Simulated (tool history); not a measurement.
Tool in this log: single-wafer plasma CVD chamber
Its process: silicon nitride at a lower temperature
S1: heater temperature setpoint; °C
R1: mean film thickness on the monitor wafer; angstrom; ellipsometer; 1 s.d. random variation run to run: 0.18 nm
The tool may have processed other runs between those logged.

Run 1, hour 0.0: S1 335 °C, chamber pressure (Torr) 1.18, RF power (W) 280, deposition time (s) 42.7. Result: R1 466.81 angstrom.
Run 2, hour 2.6: S1 335 °C, chamber pressure (Torr) 1.28, RF power (W) 280, deposition time (s) 42.7. Result: R1 482.70 angstrom.
Run 3, hour 5.2: S1 335 °C, chamber pressure (Torr) 1.21, RF power (W) 280, deposition time (s) 42.7. Result: R1 473.44 angstrom.
Run 4, hour 5.9: S1 335 °C, chamber pressure (Torr) 1.21, RF power (W) 260, deposition time (s) 42.7. Result: R1 446.88 angstrom.
Run 5, hour 6.8: S1 335 °C, chamber pressure (Torr) 1.21, RF power (W) 260, deposition time (s) 44.0. Result: R1 462.29 angstrom.
Run 6, hour 7.6: S1 335 °C, chamber pressure (Torr) 1.21, RF power (W) 295, deposition time (s) 44.0. Result: R1 501.52 angstrom.
Run 7, hour 16.1: S1 335 °C, chamber pressure (Torr) 1.12, RF power (W) 295, deposition time (s) 44.0. Result: R1 488.53 angstrom.

Run 8 comes next. What will it give?
Run 8, hour 25.1: S1 335 °C, chamber pressure (Torr) 1.12, RF power (W) 295, deposition time (s) 44.0. Result: R1 ?.

R1: 486.35 angstrom
